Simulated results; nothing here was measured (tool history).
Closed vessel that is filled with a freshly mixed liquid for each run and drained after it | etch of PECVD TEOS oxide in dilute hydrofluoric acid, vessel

run  hour  temperature setpoint of the liquid (K)  parts of water to one part of 49 % hydrofluoric acid (parts by volume)  time in the liquid (s)  thickness taken off the PECVD TEOS oxide on a monitor wafer (angstrom)
  1   0.0                                  294.15                                                                     215                     125                                                                  80.392
  2   8.3                                  295.15                                                                     215                     125                                                                  83.377
  3  14.6                                  295.15                                                                     215                      75                                                                  50.668
  4  20.7                                  294.65                                                                     205                      75                                                                  51.903
  5  29.0                                  292.65                                                                     205                      75                                                                  47.769
  6  36.8                                  290.65                                                                     205                      75                                                                  43.951
  7  44.6                                  291.65                                                                     200                      75                                                                  48.182
  8  53.3                                  292.65                                                                     195                      75                                                                  51.192
  9  57.8                                  293.65                                                                     190                      75                                                                  55.158
 10  62.8                                  294.65                                                                     180                      75                                                                  61.021
 11  71.5                                  295.65                                                                     175                      75                                                                  64.839

Run 12 comes next. What will it give?
 12  74.2                                  296.15                                                                     170                      75                                                                       ?

thickness taken off the PECVD TEOS oxide on a monitor wafer (angstrom): 68.653
